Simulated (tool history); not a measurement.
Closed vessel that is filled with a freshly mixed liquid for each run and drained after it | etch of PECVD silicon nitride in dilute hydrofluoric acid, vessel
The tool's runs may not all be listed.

| run | hour | temperature setpoint of the liquid (K) | parts of water to one part of 49 % hydrofluoric acid (parts by volume) | time in the liquid (s) | thickness taken off the PECVD silicon nitride on a monitor wafer (Å) |
|---|---|---|---|---|---|
| 1 | 0.0 | 297.15 | 140 | 1300 | 194.75 |
| 2 | 8.6 | 298.65 | 130 | 1300 | 233.55 |
| 3 | 9.8 | 300.15 | 120 | 1300 | 275.68 |
| 4 | 18.3 | 301.15 | 115 | 1300 | 307.36 |
| 5 | 24.3 | 301.15 | 115 | 1395 | 331.98 |
| 6 | 33.1 | 302.65 | 115 | 1395 | 357.19 |
| 7 | 34.8 | 303.15 | 110 | 1395 | 391.08 |
| 8 | 42.0 | 303.65 | 110 | 1395 | 405.23 |
| 9 | 44.9 | 304.15 | 110 | 1395 | 424.32 |

Run 10 comes next. What will it give?
| 10 | 46.8 | 304.65 | 105 | 1395 | ? |

thickness taken off the PECVD silicon nitride on a monitor wafer (Å): 452.20
